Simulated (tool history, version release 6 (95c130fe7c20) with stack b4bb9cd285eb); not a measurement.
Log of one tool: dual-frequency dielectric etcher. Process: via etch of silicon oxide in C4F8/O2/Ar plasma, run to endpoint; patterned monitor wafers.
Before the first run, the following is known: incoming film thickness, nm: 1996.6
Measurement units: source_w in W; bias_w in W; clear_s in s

run 1 hour=0.0 | source_w=1660 bias_w=2478 | clear_s=425.28
run 2 hour=4.4 | source_w=1460 bias_w=2478 | clear_s=444.39
run 3 hour=13.5 | source_w=1380 bias_w=2377 | clear_s=461.02
run 4 hour=14.7 | source_w=1510 bias_w=2377 | clear_s=442.94
run 5 hour=15.5 | source_w=1510 bias_w=2573 | clear_s=430.99
run 6 hour=24.2 | source_w=1380 bias_w=2573 | clear_s=448.27
run 7 hour=29.9 | source_w=1320 bias_w=2479 | clear_s=463.79
run 8 hour=32.7 | source_w=990 bias_w=2034 | clear_s=551.69

What will run 9 give?
run 9 hour=39.7 | source_w=990 bias_w=2034 | clear_s=?

clear_s: 551.97 s

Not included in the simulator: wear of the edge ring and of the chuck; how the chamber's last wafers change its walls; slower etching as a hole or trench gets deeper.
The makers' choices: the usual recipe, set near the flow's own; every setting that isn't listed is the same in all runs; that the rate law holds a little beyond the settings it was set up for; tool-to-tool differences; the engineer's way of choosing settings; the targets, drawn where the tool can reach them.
